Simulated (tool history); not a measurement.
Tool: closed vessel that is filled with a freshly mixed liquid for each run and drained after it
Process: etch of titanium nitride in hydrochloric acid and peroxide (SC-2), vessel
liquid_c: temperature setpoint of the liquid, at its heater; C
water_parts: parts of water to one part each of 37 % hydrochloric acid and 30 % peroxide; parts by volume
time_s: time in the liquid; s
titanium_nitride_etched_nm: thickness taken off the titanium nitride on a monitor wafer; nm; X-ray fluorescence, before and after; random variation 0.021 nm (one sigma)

run 1 hour=0 | liquid_c=58 water_parts=8 time_s=70 | titanium_nitride_etched_nm=3.1642
run 2 hour=1.6 | liquid_c=57 water_parts=8 time_s=70 | titanium_nitride_etched_nm=2.9279
run 3 hour=5.9 | liquid_c=57 water_parts=7 time_s=70 | titanium_nitride_etched_nm=3.2006
run 4 hour=9.5 | liquid_c=56 water_parts=7 time_s=70 | titanium_nitride_etched_nm=3.0793
run 5 hour=18.7 | liquid_c=55 water_parts=7 time_s=70 | titanium_nitride_etched_nm=2.8422
run 6 hour=23.7 | liquid_c=61.5 water_parts=7 time_s=70 | titanium_nitride_etched_nm=4.3425

Run 7 comes next. What will it give?
run 7 hour=25.1 | liquid_c=59.5 water_parts=7 time_s=70 | titanium_nitride_etched_nm=?

{"run 7": {"titanium_nitride_etched_nm": 3.82}}
